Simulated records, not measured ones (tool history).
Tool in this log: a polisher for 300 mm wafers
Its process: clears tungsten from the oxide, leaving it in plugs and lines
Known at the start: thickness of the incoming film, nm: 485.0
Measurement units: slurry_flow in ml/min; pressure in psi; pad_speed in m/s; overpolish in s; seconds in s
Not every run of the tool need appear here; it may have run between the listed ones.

{"run": 1, "hour": 0.0, "slurry_flow": 180, "pressure": 4.5, "pad_speed": 0.94, "slurry_solids": 1.0, "overpolish": 20, "seconds": 91.827}
{"run": 2, "hour": 4.1, "slurry_flow": 180, "pressure": 4.5, "pad_speed": 0.94, "slurry_solids": 1.1, "overpolish": 20, "seconds": 90.084}
{"run": 3, "hour": 12.6, "slurry_flow": 180, "pressure": 4.2, "pad_speed": 0.94, "slurry_solids": 1.1, "overpolish": 20, "seconds": 94.263}
{"run": 4, "hour": 18.6, "slurry_flow": 180, "pressure": 3.9, "pad_speed": 0.94, "slurry_solids": 1.1, "overpolish": 20, "seconds": 101.95}
{"run": 5, "hour": 22.5, "slurry_flow": 180, "pressure": 3.9, "pad_speed": 0.94, "slurry_solids": 1.1, "overpolish": 21, "seconds": 100.24}
{"run": 6, "hour": 26.2, "slurry_flow": 180, "pressure": 3.9, "pad_speed": 0.76, "slurry_solids": 1.1, "overpolish": 21, "seconds": 119.46}
{"run": 7, "hour": 33.0, "slurry_flow": 180, "pressure": 3.9, "pad_speed": 0.76, "slurry_solids": 1.1, "overpolish": 21, "seconds": 117.29}
{"run": 8, "hour": 40.3, "slurry_flow": 180, "pressure": 3.7, "pad_speed": 0.76, "slurry_solids": 1.1, "overpolish": 21, "seconds": 127.31}

The next listed run, before its measurement:
{"run": 9, "hour": 43.6, "slurry_flow": 180, "pressure": 3.6, "pad_speed": 0.76, "slurry_solids": 1.1, "overpolish": 21, "seconds": "?"}

seconds: 127.780 s

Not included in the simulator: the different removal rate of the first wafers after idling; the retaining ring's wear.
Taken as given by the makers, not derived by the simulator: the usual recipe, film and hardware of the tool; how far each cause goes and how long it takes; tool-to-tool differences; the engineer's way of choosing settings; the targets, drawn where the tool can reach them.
